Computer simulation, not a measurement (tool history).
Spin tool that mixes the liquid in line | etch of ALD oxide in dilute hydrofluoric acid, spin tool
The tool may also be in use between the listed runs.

run  hour  temperature setpoint of the liquid (°C)  parts of water to one part of 49 % hydrofluoric acid (parts by volume)  time under the liquid (s)  thickness taken off the ALD oxide on a monitor wafer (angstrom)
  1   0.0                                     26.0                                                                     165                         60                                                           38.551
  2   5.1                                     26.0                                                                     220                         60                                                           27.208
  3  10.7                                     29.0                                                                     220                         60                                                           30.325
  4  13.9                                     30.0                                                                     195                         60                                                           36.281
  5  19.6                                     31.0                                                                     175                         60                                                           43.118
  6  23.0                                     31.5                                                                     160                         60                                                           49.407
  7  24.6                                     32.0                                                                     150                         60                                                           53.989
  8  33.3                                     32.5                                                                     140                         60                                                           58.957
  9  40.6                                     33.0                                                                     135                         60                                                           63.173
 10  43.3                                     33.0                                                                     130                         60                                                           65.735
 11  48.6                                     33.0                                                                     130                         60                                                           65.730
 12  55.3                                     33.0                                                                     125                         60                                                           68.053

What will run 13 give?
     58.5  -- hydrofluoric acid flow meter replaced
 13  58.5                                     33.0                                                                     120                         60                                                                ?

{"run 13": {"thickness taken off the ALD oxide on a monitor wafer (angstrom)": 63.82}}
